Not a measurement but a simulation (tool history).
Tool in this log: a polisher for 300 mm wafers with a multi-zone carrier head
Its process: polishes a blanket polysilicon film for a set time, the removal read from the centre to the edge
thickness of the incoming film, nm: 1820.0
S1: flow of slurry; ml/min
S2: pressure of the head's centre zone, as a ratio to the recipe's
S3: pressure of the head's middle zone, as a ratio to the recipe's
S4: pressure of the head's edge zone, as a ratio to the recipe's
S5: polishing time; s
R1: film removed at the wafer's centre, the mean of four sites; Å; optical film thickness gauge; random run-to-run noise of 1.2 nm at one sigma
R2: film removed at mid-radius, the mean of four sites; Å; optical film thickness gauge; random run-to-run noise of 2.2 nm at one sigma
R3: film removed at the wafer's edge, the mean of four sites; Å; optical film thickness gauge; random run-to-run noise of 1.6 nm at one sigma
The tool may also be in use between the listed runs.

run,hour,S1,S2,S3,S4,S5,R1,R2,R3
1,0,230,1,1,1,54,2078.7,2153.5,2204.8
2,4.8,230,1,0.92,1,54,2115.2,2055.6,2236.5
3,5.7,270,1,0.92,1,54,2144.1,2084.4,2251
4,9.2,220,1,0.92,1,54,2087.6,2027.3,2174
5,15.7,245,1,0.92,1,54,2138.4,2036.5,2198.9
6,17.8,245,1,0.92,1.07,54,2114.4,2023.6,2302.7
7,23,230,0.96,0.93,1,52,1947.3,2019,2102.4
# hour 26.6: edge zone pressure recalibrated
8,26.6,220,0.93,0.91,0.96,51,1844.7,1912.7,1928.7

What will run 9 give?
9,30.7,210,0.9,0.91,0.95,51,?,?,?

Run 9 measured R1 1787.3 Å, R2 1908.2 Å, R3 1915.3 Å.

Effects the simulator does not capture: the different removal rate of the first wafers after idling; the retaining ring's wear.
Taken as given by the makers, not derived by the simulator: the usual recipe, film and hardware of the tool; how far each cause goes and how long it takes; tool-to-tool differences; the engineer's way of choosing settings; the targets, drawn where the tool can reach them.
